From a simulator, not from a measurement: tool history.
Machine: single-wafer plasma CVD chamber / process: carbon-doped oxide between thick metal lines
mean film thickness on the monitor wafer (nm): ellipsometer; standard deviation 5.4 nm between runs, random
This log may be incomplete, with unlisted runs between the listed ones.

run,hour,heater temperature setpoint (°C),chamber pressure (Torr),RF power (kW),deposition time (s),mean film thickness on the monitor wafer (nm)
1,0.0,355,6.46,0.545,223,1127.3
2,3.2,355,6.46,0.545,223,1126.8
3,3.9,355,7.34,0.545,223,1140.4
4,8.9,352,7.59,0.550,223,1165.4
5,16.1,356,7.59,0.550,223,1155.7
6,18.1,356,7.59,0.550,223,1159.1

Run 7 is up next; what results do you expect?
7,22.0,355,7.90,0.555,223,?

{"run 7": {"mean film thickness on the monitor wafer (nm)": 1153.0}}
